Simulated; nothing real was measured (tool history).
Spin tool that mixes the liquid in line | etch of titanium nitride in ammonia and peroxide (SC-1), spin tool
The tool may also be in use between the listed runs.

| run | day | temperature setpoint of the liquid (K) | parts of water to one part of 30 % peroxide (parts by volume) | parts of 29 % ammonia solution to one part of 30 % peroxide (parts by volume) | time under the liquid (s) | thickness taken off the titanium nitride on a monitor wafer (angstrom) |
|---|---|---|---|---|---|---|
| 1 | 0.000 | 327.15 | 16.0 | 0.45 | 85 | 79.139 |
| 2 | 0.162 | 327.15 | 16.0 | 0.35 | 85 | 75.565 |
| 3 | 0.525 | 328.15 | 16.0 | 0.35 | 85 | 80.588 |
| 4 | 0.754 | 328.15 | 13.5 | 0.35 | 85 | 88.843 |
| 5 | 1.054 | 328.15 | 16.0 | 0.35 | 85 | 80.491 |
| 6 | 1.325 | 329.15 | 16.0 | 0.35 | 85 | 86.352 |
| 7 | 1.454 | 329.65 | 16.0 | 0.35 | 85 | 89.915 |

Run 8 comes next. What will it give?
| 8 | 1.808 | 330.15 | 16.0 | 0.35 | 85 | ? |

thickness taken off the titanium nitride on a monitor wafer (angstrom): 91.427
